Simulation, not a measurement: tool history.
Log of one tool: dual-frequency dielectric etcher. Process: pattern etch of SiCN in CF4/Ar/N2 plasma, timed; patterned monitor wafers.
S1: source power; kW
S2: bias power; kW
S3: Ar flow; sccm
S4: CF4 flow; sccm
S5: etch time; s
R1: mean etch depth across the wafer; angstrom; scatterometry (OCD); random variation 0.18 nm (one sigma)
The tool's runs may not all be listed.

run 1 hour=0 | S1=0.4 S2=0.067 S3=79 S4=49 S5=104.5 | R1=763.8
run 2 hour=8.6 | S1=0.4 S2=0.067 S3=79 S4=53 S5=104.5 | R1=770.96
run 3 hour=10.9 | S1=0.4 S2=0.067 S3=90 S4=53 S5=104.5 | R1=754.28
run 4 hour=16.4 | S1=0.43 S2=0.067 S3=90 S4=53 S5=104.5 | R1=806.77
run 5 hour=19.3 | S1=0.42 S2=0.067 S3=90 S4=53 S5=104.5 | R1=789.17
run 6 hour=25.7 | S1=0.46 S2=0.067 S3=90 S4=53 S5=104.5 | R1=854.77
run 7 hour=31 | S1=0.44 S2=0.067 S3=90 S4=53 S5=104.5 | R1=819.81
run 8 hour=36.7 | S1=0.43 S2=0.067 S3=90 S4=53 S5=104.5 | R1=806.93
run 9 hour=40 | S1=0.42 S2=0.067 S3=90 S4=53 S5=104.5 | R1=792.83
run 10 hour=45 | S1=0.41 S2=0.067 S3=90 S4=53 S5=104.5 | R1=773.91

Forecast run 11:
run 11 hour=48.3 | S1=0.4 S2=0.067 S3=90 S4=53 S5=104.5 | R1=?

Run 11 gave R1 755.21 angstrom.
